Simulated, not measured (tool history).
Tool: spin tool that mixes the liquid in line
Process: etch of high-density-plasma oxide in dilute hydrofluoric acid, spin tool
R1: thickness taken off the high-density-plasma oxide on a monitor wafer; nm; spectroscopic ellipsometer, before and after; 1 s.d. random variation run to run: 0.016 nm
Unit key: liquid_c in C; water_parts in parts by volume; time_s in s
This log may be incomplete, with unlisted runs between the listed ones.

run 1 hour=0 | liquid_c=23 water_parts=75 time_s=85 | R1=5.5719
run 2 hour=4.4 | liquid_c=23 water_parts=75 time_s=60 | R1=3.8766
run 3 hour=9.4 | liquid_c=22 water_parts=75 time_s=60 | R1=3.7875
run 4 hour=14.4 | liquid_c=21.5 water_parts=75 time_s=60 | R1=3.6784
run 5 hour=16 | liquid_c=21.5 water_parts=75 time_s=60 | R1=3.6726
run 6 hour=23.1 | liquid_c=21.5 water_parts=75 time_s=85 | R1=5.2589
run 7 hour=25.4 | liquid_c=21.5 water_parts=75 time_s=85 | R1=5.2338
run 8 hour=31.4 | liquid_c=20.5 water_parts=80 time_s=85 | R1=4.6689

What does the tool deliver on the next run?
-- hour=38.1 hydrofluoric acid flow meter replaced
run 9 hour=38.1 | liquid_c=17 water_parts=100 time_s=85 | R1=?

R1: 3.5229 nm

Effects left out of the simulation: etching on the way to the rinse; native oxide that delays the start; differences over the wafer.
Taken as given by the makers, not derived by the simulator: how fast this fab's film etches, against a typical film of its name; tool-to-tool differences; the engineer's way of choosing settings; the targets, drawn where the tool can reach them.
